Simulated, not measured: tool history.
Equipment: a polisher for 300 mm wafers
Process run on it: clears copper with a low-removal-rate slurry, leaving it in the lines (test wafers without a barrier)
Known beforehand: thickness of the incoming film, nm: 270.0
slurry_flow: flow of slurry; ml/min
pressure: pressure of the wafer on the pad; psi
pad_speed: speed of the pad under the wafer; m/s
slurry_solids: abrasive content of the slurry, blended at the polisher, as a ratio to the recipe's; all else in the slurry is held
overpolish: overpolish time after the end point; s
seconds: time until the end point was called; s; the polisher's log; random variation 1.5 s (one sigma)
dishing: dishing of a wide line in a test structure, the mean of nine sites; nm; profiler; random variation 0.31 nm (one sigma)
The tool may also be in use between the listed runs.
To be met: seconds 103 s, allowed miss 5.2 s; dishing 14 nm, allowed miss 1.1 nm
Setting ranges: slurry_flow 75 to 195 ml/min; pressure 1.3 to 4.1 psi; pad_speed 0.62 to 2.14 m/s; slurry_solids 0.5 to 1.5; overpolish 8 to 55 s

run 1 hour=0 | slurry_flow=125 pressure=2.7 pad_speed=1.38 slurry_solids=1 overpolish=28 | seconds=74.658 dishing=53.19
run 2 hour=4.4 | slurry_flow=125 pressure=2.7 pad_speed=1.38 slurry_solids=1 overpolish=33 | seconds=75.421 dishing=60.11
run 3 hour=5.9 | slurry_flow=125 pressure=2.7 pad_speed=1.38 slurry_solids=1 overpolish=21 | seconds=73.463 dishing=42.905
run 4 hour=9.4 | slurry_flow=125 pressure=2.4 pad_speed=1.4 slurry_solids=1 overpolish=18 | seconds=82.258 dishing=35.999
run 5 hour=18.1 | slurry_flow=150 pressure=2.4 pad_speed=1.4 slurry_solids=1 overpolish=18 | seconds=79.373 dishing=38.588
run 6 hour=20.1 | slurry_flow=130 pressure=2.1 pad_speed=1.46 slurry_solids=1 overpolish=16 | seconds=90.133 dishing=29.638
run 7 hour=25.2 | slurry_flow=115 pressure=1.9 pad_speed=1.6 slurry_solids=0.9 overpolish=14 | seconds=97.464 dishing=23.966
run 8 hour=34 | slurry_flow=105 pressure=1.8 pad_speed=1.74 slurry_solids=0.8 overpolish=13 | seconds=95.6 dishing=22.542

Which of these 5 next moves meets every target?
run A hour=42.8 | slurry_flow=100 pressure=1.5 pad_speed=1.94 slurry_solids=0.9 overpolish=8 | seconds=? dishing=?
run B hour=42.8 | slurry_flow=90 pressure=1.8 pad_speed=1.74 slurry_solids=0.7 overpolish=18 | seconds=? dishing=?
run C hour=42.8 | slurry_flow=90 pressure=2.2 pad_speed=1.84 slurry_solids=0.8 overpolish=27 | seconds=? dishing=?
run D hour=42.8 | slurry_flow=110 pressure=1.4 pad_speed=2.08 slurry_solids=0.8 overpolish=28 | seconds=? dishing=?
run E hour=42.8 | slurry_flow=110 pressure=1.6 pad_speed=1.78 slurry_solids=0.95 overpolish=21 | seconds=? dishing=?

move=A seconds=105.04 dishing=13.729
move=B seconds=109.1 dishing=27.631
move=C seconds=81.916 dishing=48.908
move=D seconds=105.89 dishing=39.822
move=E seconds=102.8 dishing=32.824
A: each result inside its tolerance
B: misses by more than the last run did
C: misses by more than the last run did
D: misses by more than the last run did
E: misses by more than the last run did
Move A is the one to make.

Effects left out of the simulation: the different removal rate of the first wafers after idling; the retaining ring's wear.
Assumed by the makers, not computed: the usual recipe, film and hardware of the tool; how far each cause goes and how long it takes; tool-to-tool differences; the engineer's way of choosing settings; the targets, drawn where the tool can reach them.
